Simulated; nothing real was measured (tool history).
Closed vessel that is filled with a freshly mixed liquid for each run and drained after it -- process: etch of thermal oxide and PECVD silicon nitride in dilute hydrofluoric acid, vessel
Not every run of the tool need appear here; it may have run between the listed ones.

| run | hour | temperature setpoint of the liquid (K) | parts of water to one part of 49 % hydrofluoric acid (parts by volume) | time in the liquid (s) | thickness taken off the thermal oxide on a monitor wafer (Å) | thickness taken off the PECVD silicon nitride on a monitor wafer (Å) |
|---|---|---|---|---|---|---|
| 1 | 0.0 | 294.15 | 45 | 60 | 64.804 | 59.993 |
| 2 | 3.5 | 296.65 | 45 | 60 | 71.745 | 71.007 |
| 3 | 7.5 | 298.15 | 45 | 60 | 76.405 | 78.335 |
| 4 | 11.2 | 298.15 | 50 | 60 | 67.277 | 71.336 |
| 5 | 12.3 | 298.15 | 40 | 60 | 86.529 | 88.559 |
| 6 | 16.4 | 297.15 | 50 | 60 | 65.306 | 66.172 |
| 7 | 18.5 | 296.15 | 65 | 65 | 51.148 | 52.149 |
| 8 | 24.3 | 296.15 | 70 | 65 | 46.830 | 48.392 |

Expected results for the next run?
| 9 | 33.3 | 296.15 | 70 | 60 | ? | ? |

thickness taken off the thermal oxide on a monitor wafer (Å): 43.708
thickness taken off the PECVD silicon nitride on a monitor wafer (Å): 44.497
